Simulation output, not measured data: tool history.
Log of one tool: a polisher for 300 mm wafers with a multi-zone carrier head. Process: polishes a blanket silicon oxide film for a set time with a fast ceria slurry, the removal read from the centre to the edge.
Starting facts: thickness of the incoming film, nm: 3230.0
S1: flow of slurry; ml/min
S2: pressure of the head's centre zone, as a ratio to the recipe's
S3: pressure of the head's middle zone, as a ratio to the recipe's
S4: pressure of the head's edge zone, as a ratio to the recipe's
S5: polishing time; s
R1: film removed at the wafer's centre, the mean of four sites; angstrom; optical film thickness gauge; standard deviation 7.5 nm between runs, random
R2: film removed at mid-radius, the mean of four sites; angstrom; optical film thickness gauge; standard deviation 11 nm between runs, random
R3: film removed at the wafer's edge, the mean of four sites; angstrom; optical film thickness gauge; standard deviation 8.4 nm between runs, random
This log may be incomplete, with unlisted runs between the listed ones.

run 1 hour=0 | S1=135 S2=1 S3=1 S4=1 S5=38 | R1=5409.6 R2=5282.4 R3=5403.9
run 2 hour=3.9 | S1=160 S2=1 S3=1 S4=1 S5=38 | R1=5575.2 R2=5543.6 R3=5618.9
run 3 hour=8 | S1=160 S2=1 S3=0.96 S4=1 S5=38 | R1=5762.4 R2=5251.6 R3=5623.5
run 4 hour=12.8 | S1=150 S2=1 S3=0.96 S4=1 S5=38 | R1=5576.2 R2=5241.7 R3=5433
run 5 hour=19.7 | S1=165 S2=1.05 S3=0.96 S4=1.04 S5=41 | R1=6393.8 R2=5785 R3=6204.5
run 6 hour=23.1 | S1=165 S2=1.05 S3=0.96 S4=1.04 S5=45 | R1=7054.9 R2=6179.6 R3=6708.6
run 7 hour=27.3 | S1=175 S2=1.08 S3=0.96 S4=1.06 S5=47 | R1=7717.9 R2=6788.1 R3=7143.1
run 8 hour=29.2 | S1=180 S2=1.1 S3=0.94 S4=1.09 S5=48 | R1=8037.6 R2=6739.9 R3=7409.7
run 9 hour=35.6 | S1=185 S2=1.12 S3=0.94 S4=1.11 S5=49 | R1=8421.9 R2=6996.6 R3=7692.4
run 10 hour=38.4 | S1=190 S2=1.13 S3=0.94 S4=1.12 S5=50 | R1=8787.5 R2=6931.8 R3=7966.2
run 11 hour=40.5 | S1=190 S2=1.13 S3=0.95 S4=1.12 S5=50 | R1=8715.1 R2=7033.8 R3=7965.4

Run 12 has not been measured yet. What should we expect?
run 12 hour=43.7 | S1=190 S2=1.14 S3=0.95 S4=1.12 S5=50 | R1=? R2=? R3=?

R1: 8833.7 angstrom
R2: 7305.5 angstrom
R3: 7978.5 angstrom

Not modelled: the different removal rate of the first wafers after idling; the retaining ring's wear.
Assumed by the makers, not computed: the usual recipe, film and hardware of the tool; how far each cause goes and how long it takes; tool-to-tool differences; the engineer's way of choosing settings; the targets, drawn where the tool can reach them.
